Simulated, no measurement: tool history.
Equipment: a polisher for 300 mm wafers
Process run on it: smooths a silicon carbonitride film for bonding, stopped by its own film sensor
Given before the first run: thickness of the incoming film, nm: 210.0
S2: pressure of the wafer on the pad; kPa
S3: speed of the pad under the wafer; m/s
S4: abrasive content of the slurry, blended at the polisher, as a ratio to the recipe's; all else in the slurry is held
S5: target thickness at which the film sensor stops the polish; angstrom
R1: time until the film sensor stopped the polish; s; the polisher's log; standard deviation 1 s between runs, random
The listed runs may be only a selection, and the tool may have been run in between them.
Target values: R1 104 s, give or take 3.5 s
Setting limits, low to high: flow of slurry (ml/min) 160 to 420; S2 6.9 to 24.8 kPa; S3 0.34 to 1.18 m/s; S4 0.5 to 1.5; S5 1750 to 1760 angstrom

Run 1, hour 0: flow of slurry (ml/min) 270, S2 15.9 kPa, S3 0.76 m/s, S4 1, S5 1760 angstrom. Result: R1 121.68 s.
Run 2, hour 5.1: flow of slurry (ml/min) 270, S2 15.9 kPa, S3 0.76 m/s, S4 1, S5 1750 angstrom. Result: R1 126.25 s.
Run 3, hour 6.9: flow of slurry (ml/min) 270, S2 15.9 kPa, S3 0.76 m/s, S4 1, S5 1750 angstrom. Result: R1 125.7 s.
Run 4, hour 15.1: flow of slurry (ml/min) 270, S2 15.9 kPa, S3 0.86 m/s, S4 1, S5 1750 angstrom. Result: R1 116.31 s.
At hour 21.3: head pressure recalibrated.
Run 5, hour 21.3: flow of slurry (ml/min) 270, S2 15.9 kPa, S3 0.86 m/s, S4 1.15, S5 1750 angstrom. Result: R1 111.78 s.
Run 6, hour 28: flow of slurry (ml/min) 215, S2 15.9 kPa, S3 0.86 m/s, S4 1.15, S5 1750 angstrom. Result: R1 112.64 s.
Run 7, hour 34.4: flow of slurry (ml/min) 215, S2 16.5 kPa, S3 0.86 m/s, S4 1.15, S5 1750 angstrom. Result: R1 110.14 s.
Run 8, hour 37.4: flow of slurry (ml/min) 220, S2 16.5 kPa, S3 0.86 m/s, S4 1.15, S5 1750 angstrom. Result: R1 107.59 s.

Consider the 4 candidate settings below. Which is the only one whose results all fall within their allowed miss of target?
Run A, hour 40.4: flow of slurry (ml/min) 230, S2 16.5 kPa, S3 0.82 m/s, S4 1.05, S5 1760 angstrom. Result: R1 ?.
Run B, hour 40.4: flow of slurry (ml/min) 170, S2 17.9 kPa, S3 0.74 m/s, S4 1.2, S5 1760 angstrom. Result: R1 ?.
Run C, hour 40.4: flow of slurry (ml/min) 250, S2 17.2 kPa, S3 0.84 m/s, S4 1.3, S5 1760 angstrom. Result: R1 ?.
Run D, hour 40.4: flow of slurry (ml/min) 270, S2 15.2 kPa, S3 0.92 m/s, S4 1.2, S5 1760 angstrom. Result: R1 ?.

move      R1
   A  115.17
   B  111.27
   C  95.482
   D  104.46
A: misses by more than the last run did
B: misses by more than the last run did
C: the result that was furthest off in the last run now lies on the other side of its target
D: each result inside its tolerance
Correct choice: D, which meets every target

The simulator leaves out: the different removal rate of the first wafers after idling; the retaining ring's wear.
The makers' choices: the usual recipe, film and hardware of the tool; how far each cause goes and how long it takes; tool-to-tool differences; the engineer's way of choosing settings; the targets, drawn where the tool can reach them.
